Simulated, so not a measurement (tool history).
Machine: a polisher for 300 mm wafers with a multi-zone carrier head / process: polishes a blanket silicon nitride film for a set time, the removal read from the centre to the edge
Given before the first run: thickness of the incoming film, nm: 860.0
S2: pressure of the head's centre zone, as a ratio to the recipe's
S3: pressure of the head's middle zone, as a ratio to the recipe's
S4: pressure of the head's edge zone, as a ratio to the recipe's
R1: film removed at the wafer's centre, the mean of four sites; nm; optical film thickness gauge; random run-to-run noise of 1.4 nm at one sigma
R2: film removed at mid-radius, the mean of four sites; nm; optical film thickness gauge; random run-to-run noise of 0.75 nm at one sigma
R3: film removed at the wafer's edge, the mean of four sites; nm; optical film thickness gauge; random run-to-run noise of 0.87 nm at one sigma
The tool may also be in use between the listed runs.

{"run": 1, "hour": 0.0, "flow of slurry (ml/min)": 210, "S2": 1, "S3": 1, "S4": 1, "polishing time (s)": 79, "R1": 184.33, "R2": 189.56, "R3": 192.41}
{"run": 2, "hour": 4.8, "flow of slurry (ml/min)": 210, "S2": 1, "S3": 0.99, "S4": 0.98, "polishing time (s)": 75, "R1": 178.54, "R2": 177.51, "R3": 182.73}
{"run": 3, "hour": 13.2, "flow of slurry (ml/min)": 205, "S2": 1, "S3": 0.99, "S4": 0.96, "polishing time (s)": 71, "R1": 165.59, "R2": 167.1, "R3": 168.25}
{"run": 4, "hour": 20.0, "flow of slurry (ml/min)": 200, "S2": 1, "S3": 0.98, "S4": 0.95, "polishing time (s)": 68, "R1": 160.33, "R2": 157.37, "R3": 159.52}
{"run": 5, "hour": 27.3, "flow of slurry (ml/min)": 195, "S2": 0.99, "S3": 0.97, "S4": 0.94, "polishing time (s)": 66, "R1": 152.95, "R2": 150.31, "R3": 154.49}
{"run": 6, "hour": 30.9, "flow of slurry (ml/min)": 190, "S2": 0.99, "S3": 0.96, "S4": 0.93, "polishing time (s)": 64, "R1": 149.92, "R2": 146.61, "R3": 151.7}
{"run": 7, "hour": 34.5, "flow of slurry (ml/min)": 190, "S2": 0.99, "S3": 0.96, "S4": 0.92, "polishing time (s)": 61, "R1": 140.51, "R2": 139.2, "R3": 141.23}
{"run": 8, "hour": 40.1, "flow of slurry (ml/min)": 165, "S2": 1.02, "S3": 0.86, "S4": 0.82, "polishing time (s)": 42, "R1": 95.972, "R2": 84.16, "R3": 90.735}
{"run": 9, "hour": 41.8, "flow of slurry (ml/min)": 175, "S2": 1.02, "S3": 0.86, "S4": 0.82, "polishing time (s)": 42, "R1": 98.552, "R2": 86.282, "R3": 91.599}

Expected results for the next run?
{"run": 10, "hour": 44.7, "flow of slurry (ml/min)": 185, "S2": 1.02, "S3": 0.86, "S4": 0.83, "polishing time (s)": 42, "R1": "?", "R2": "?", "R3": "?"}

Run 10 gave R1 97.708 nm, R2 87.435 nm, R3 92.165 nm.
